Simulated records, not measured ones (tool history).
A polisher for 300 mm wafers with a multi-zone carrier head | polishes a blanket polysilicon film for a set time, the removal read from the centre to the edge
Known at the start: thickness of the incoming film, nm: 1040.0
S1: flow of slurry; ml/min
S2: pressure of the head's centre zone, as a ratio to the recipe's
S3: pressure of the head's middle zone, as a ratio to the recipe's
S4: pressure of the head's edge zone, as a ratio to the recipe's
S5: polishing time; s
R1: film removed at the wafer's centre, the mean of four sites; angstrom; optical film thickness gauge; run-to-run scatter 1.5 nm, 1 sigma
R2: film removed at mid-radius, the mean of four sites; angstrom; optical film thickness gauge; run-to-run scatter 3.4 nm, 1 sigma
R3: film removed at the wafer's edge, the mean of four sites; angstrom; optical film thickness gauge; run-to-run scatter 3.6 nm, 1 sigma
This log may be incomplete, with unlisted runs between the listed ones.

| run | hour | S1 | S2 | S3 | S4 | S5 | R1 | R2 | R3 |
|---|---|---|---|---|---|---|---|---|---|
| 1 | 0 | 305 | 1 | 1 | 1 | 42 | 3988.9 | 3863.7 | 3717.3 |
| 2 | 5.3 | 235 | 1 | 1 | 1 | 42 | 3874 | 3758.4 | 3721.5 |
| 3 | 13.7 | 250 | 0.97 | 1.01 | 0.97 | 39 | 3495.5 | 3461.2 | 3212.5 |
| 4 | 19.1 | 250 | 0.97 | 1.01 | 0.97 | 33 | 2988.9 | 2975 | 2821.7 |
| 5 | 23.8 | 200 | 0.97 | 1.01 | 0.97 | 33 | 2884 | 2945.5 | 2858.3 |
| 6 | 31.6 | 200 | 0.94 | 1.01 | 0.97 | 33 | 2786.4 | 2939 | 2788.8 |

Run 7 has not been measured yet. What should we expect?
| 7 | 36.9 | 200 | 0.86 | 1.05 | 0.89 | 32 | ? | ? | ? |

Run 7 produced R1 2455.7 angstrom, R2 2923.7 angstrom, R3 2578.5 angstrom.
